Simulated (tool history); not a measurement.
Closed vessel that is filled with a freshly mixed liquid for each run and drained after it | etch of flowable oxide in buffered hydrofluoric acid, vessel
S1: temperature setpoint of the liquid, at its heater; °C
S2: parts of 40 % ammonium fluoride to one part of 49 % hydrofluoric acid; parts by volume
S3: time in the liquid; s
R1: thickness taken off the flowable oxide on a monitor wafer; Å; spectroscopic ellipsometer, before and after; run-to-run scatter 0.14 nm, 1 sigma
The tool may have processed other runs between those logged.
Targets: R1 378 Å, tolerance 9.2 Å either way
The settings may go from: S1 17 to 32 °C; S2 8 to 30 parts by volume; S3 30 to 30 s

Run 1, hour 0: S1 24 °C, S2 22.5 parts by volume, S3 30 s. Result: R1 223.62 Å.
Run 2, hour 1.8: S1 24 °C, S2 17 parts by volume, S3 30 s. Result: R1 286.6 Å.
Run 3, hour 3: S1 25.5 °C, S2 17 parts by volume, S3 30 s. Result: R1 307.55 Å.
Run 4, hour 8.2: S1 25.5 °C, S2 17 parts by volume, S3 30 s. Result: R1 309.54 Å.
Run 5, hour 16.5: S1 25.5 °C, S2 17 parts by volume, S3 30 s. Result: R1 309.68 Å.
Run 6, hour 25.3: S1 25.5 °C, S2 12.5 parts by volume, S3 30 s. Result: R1 417.66 Å.
Run 7, hour 34.2: S1 25 °C, S2 12.5 parts by volume, S3 30 s. Result: R1 407.61 Å.
Run 8, hour 36.5: S1 24.5 °C, S2 12.5 parts by volume, S3 30 s. Result: R1 394.08 Å.
Run 9, hour 40.9: S1 24.5 °C, S2 12.5 parts by volume, S3 30 s. Result: R1 393.68 Å.

Exercise: of the 4 proposed moves below, exactly one satisfies all targets within the stated allowed misses. Which move is it?
Run A, hour 45.3: S1 25 °C, S2 12.5 parts by volume, S3 30 s. Result: R1 ?.
Run B, hour 45.3: S1 25.5 °C, S2 13 parts by volume, S3 30 s. Result: R1 ?.
Run C, hour 45.3: S1 25 °C, S2 13.5 parts by volume, S3 30 s. Result: R1 ?.
Run D, hour 45.3: S1 26 °C, S2 13 parts by volume, S3 30 s. Result: R1 ?.

move      R1
   A  405.59
   B  401.03
   C  376.15
   D     412
A: misses by more than the last run did
B: misses by more than the last run did
C: all results in spec
D: misses by more than the last run did
Answer: C
